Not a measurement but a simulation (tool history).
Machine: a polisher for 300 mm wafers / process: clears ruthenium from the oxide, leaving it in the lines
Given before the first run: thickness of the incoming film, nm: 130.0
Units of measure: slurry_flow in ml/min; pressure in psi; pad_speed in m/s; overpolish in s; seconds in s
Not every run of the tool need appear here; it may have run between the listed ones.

run 1 hour=0.0 | slurry_flow=155 pressure=2.6 pad_speed=0.86 overpolish=15 | seconds=97.840
run 2 hour=8.8 | slurry_flow=155 pressure=2.6 pad_speed=0.86 overpolish=16 | seconds=97.792
run 3 hour=12.5 | slurry_flow=155 pressure=2.6 pad_speed=0.86 overpolish=15 | seconds=96.803
run 4 hour=19.6 | slurry_flow=155 pressure=2.1 pad_speed=0.86 overpolish=15 | seconds=120.600
run 5 hour=25.1 | slurry_flow=150 pressure=1.8 pad_speed=0.76 overpolish=15 | seconds=152.030
run 6 hour=31.6 | slurry_flow=150 pressure=1.8 pad_speed=0.76 overpolish=15 | seconds=150.800

The next listed run, before its measurement:
run 7 hour=39.2 | slurry_flow=145 pressure=1.6 pad_speed=0.68 overpolish=15 | seconds=?

seconds: 185.820 s
